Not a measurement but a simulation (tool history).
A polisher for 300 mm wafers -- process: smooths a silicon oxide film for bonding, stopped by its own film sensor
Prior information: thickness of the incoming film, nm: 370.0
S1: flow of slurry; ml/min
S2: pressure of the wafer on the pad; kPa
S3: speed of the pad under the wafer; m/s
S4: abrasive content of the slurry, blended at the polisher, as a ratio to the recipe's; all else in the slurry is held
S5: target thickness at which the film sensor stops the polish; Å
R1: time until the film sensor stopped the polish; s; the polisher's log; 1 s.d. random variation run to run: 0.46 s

{"run": 1, "hour": 0.0, "S1": 215, "S2": 19.3, "S3": 1.02, "S4": 1, "S5": 3250, "R1": 37.832}
{"run": 2, "hour": 7.9, "S1": 215, "S2": 19.3, "S3": 1.02, "S4": 1.1, "S5": 3250, "R1": 37.58}
{"run": 3, "hour": 16.0, "S1": 215, "S2": 19.3, "S3": 1.02, "S4": 1.1, "S5": 3250, "R1": 37.423}
{"run": 4, "hour": 22.8, "S1": 215, "S2": 16.5, "S3": 1.02, "S4": 1.1, "S5": 3250, "R1": 42.3}
{"run": 5, "hour": 26.7, "S1": 215, "S2": 12.4, "S3": 1.02, "S4": 1.1, "S5": 3250, "R1": 52.507}
{"run": 6, "hour": 35.6, "S1": 215, "S2": 15.9, "S3": 1.04, "S4": 1.1, "S5": 3250, "R1": 42.677}
{"run": 7, "hour": 38.3, "S1": 215, "S2": 18.6, "S3": 1.06, "S4": 1.1, "S5": 3250, "R1": 36.399}

Run 8 has not been measured yet. What should we expect?
{"run": 8, "hour": 40.5, "S1": 215, "S2": 20, "S3": 1.06, "S4": 1.1, "S5": 3250, "R1": "?"}

R1: 34.604 s
